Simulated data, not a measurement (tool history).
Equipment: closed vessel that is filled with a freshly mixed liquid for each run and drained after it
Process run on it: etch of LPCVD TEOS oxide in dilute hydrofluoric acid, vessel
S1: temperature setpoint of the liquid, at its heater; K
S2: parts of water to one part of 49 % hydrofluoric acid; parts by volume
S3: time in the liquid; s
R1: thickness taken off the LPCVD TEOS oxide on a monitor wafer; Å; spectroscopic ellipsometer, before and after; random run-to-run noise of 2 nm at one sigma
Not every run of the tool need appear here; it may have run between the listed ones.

Run 1, hour 0.0: S1 298.15 K, S2 60 parts by volume, S3 105 s. Result: R1 1056.70 Å.
Run 2, hour 7.6: S1 298.15 K, S2 70 parts by volume, S3 105 s. Result: R1 901.62 Å.
Run 3, hour 16.1: S1 295.15 K, S2 70 parts by volume, S3 105 s. Result: R1 783.90 Å.
Run 4, hour 18.3: S1 298.15 K, S2 55 parts by volume, S3 105 s. Result: R1 1174.10 Å.
Run 5, hour 20.4: S1 298.15 K, S2 55 parts by volume, S3 115 s. Result: R1 1268.90 Å.
Run 6, hour 26.4: S1 300.15 K, S2 45 parts by volume, S3 115 s. Result: R1 1705.20 Å.

Expected results for the next run?
Run 7, hour 32.1: S1 301.65 K, S2 40 parts by volume, S3 115 s. Result: R1 ?.

{"run 7": {"R1": 2035.2}}
